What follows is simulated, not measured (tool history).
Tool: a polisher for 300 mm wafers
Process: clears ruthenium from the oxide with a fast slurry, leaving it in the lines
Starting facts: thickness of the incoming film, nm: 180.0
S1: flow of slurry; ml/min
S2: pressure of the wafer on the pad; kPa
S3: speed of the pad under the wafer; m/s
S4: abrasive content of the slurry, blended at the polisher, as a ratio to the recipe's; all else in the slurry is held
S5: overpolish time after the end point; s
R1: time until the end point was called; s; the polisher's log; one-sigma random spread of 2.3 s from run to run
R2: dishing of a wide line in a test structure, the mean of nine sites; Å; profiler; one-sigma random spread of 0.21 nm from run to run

Run 1, hour 0.0: S1 210 ml/min, S2 13.1 kPa, S3 1.06 m/s, S4 1.00, S5 25 s. Result: R1 70.643 s, R2 433.44 Å.
Run 2, hour 6.0: S1 210 ml/min, S2 13.1 kPa, S3 1.06 m/s, S4 0.85, S5 25 s. Result: R1 78.637 s, R2 395.01 Å.
Run 3, hour 14.4: S1 210 ml/min, S2 15.2 kPa, S3 1.06 m/s, S4 0.85, S5 25 s. Result: R1 64.603 s, R2 438.05 Å.
Run 4, hour 23.4: S1 200 ml/min, S2 15.2 kPa, S3 1.00 m/s, S4 0.80, S5 23 s. Result: R1 75.271 s, R2 380.17 Å.
Run 5, hour 28.8: S1 220 ml/min, S2 15.2 kPa, S3 1.00 m/s, S4 0.80, S5 23 s. Result: R1 72.897 s, R2 379.00 Å.
Run 6, hour 33.4: S1 220 ml/min, S2 15.2 kPa, S3 1.00 m/s, S4 0.70, S5 23 s. Result: R1 78.136 s, R2 356.85 Å.
Run 7, hour 41.0: S1 230 ml/min, S2 15.2 kPa, S3 0.96 m/s, S4 0.70, S5 21 s. Result: R1 81.516 s, R2 334.18 Å.
Run 8, hour 46.3: S1 240 ml/min, S2 15.2 kPa, S3 0.92 m/s, S4 0.70, S5 20 s. Result: R1 84.816 s, R2 315.54 Å.
Run 9, hour 52.2: S1 250 ml/min, S2 15.2 kPa, S3 0.88 m/s, S4 0.70, S5 19 s. Result: R1 84.167 s, R2 280.24 Å.
Run 10, hour 57.6: S1 260 ml/min, S2 14.5 kPa, S3 0.84 m/s, S4 0.75, S5 18 s. Result: R1 93.806 s, R2 273.69 Å.
Run 11, hour 59.9: S1 265 ml/min, S2 14.5 kPa, S3 0.80 m/s, S4 0.70, S5 17 s. Result: R1 100.750 s, R2 233.69 Å.
Run 12, hour 65.1: S1 270 ml/min, S2 14.5 kPa, S3 0.76 m/s, S4 0.70, S5 16 s. Result: R1 105.160 s, R2 214.15 Å.
Run 13, hour 69.9: S1 270 ml/min, S2 14.5 kPa, S3 0.76 m/s, S4 0.70, S5 16 s. Result: R1 104.450 s, R2 216.98 Å.
Run 14, hour 75.7: S1 275 ml/min, S2 14.5 kPa, S3 0.74 m/s, S4 0.70, S5 15 s. Result: R1 106.210 s, R2 201.95 Å.
Run 15, hour 84.1: S1 280 ml/min, S2 14.5 kPa, S3 0.72 m/s, S4 0.70, S5 14 s. Result: R1 109.130 s, R2 184.70 Å.

Expected results for the next run?
Run 16, hour 86.4: S1 285 ml/min, S2 13.8 kPa, S3 0.70 m/s, S4 0.75, S5 13 s. Result: R1 ?, R2 ?.

{"run 16": {"R1": 115.01, "R2": 159.36}}

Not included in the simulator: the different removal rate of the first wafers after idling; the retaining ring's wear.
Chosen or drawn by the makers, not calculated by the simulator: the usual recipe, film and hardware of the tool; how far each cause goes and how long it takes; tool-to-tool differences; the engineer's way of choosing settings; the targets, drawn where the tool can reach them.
